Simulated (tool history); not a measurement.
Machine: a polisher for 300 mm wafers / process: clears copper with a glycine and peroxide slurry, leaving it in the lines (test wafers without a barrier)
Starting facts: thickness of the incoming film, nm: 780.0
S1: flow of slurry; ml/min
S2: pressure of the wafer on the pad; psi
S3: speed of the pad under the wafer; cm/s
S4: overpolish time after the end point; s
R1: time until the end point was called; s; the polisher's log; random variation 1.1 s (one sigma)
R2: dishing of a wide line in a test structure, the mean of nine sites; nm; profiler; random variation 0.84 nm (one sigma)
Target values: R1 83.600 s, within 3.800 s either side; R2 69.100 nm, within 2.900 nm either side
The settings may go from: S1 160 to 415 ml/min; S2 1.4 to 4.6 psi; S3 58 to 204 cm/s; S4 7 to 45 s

run  hour   S1   S2   S3  S4       R1      R2
  1   0.0  265  3.0  130  23  111.740  79.349
  2   3.7  265  3.7  130  23   94.001  91.650
  3   8.7  265  3.7  132  20   92.275  83.289
  4  13.0  205  3.7  132  20   97.777  83.377
  5  20.5  220  3.7  134  18   93.097  79.386
  6  28.6  180  3.7  134  18   96.195  76.930
  7  29.4  185  3.7  136  17   95.985  74.791
     35.9  -- worn pad replaced by a new one
  8  35.9  195  3.7  138  16   87.389  74.222
  9  44.0  220  3.6  140  12   86.267  62.678
 10  46.6  220  3.6  140  12   86.268  63.780
 11  49.9  225  3.6  140  12   87.576  63.220

Pick the move, out of 4, that brings all results within their allowed miss; only one does.
  A  53.2  170  3.8  144  13   ?   ?
  B  53.2  190  3.6  166  12   ?   ?
  C  53.2  290  4.0  112  15   ?   ?
  D  53.2  235  3.6  152  10   ?   ?

move      R1      R2
   A  84.394  68.947
   B  76.356  69.380
   C  93.989  71.317
   D  80.261  59.220
A: every result within its allowed miss
B: brings the result that was furthest off to its target, and leaves another outside
C: brings the result that was furthest off to its target, and leaves another outside
D: the biggest miss grows against the last run
A meets every target.
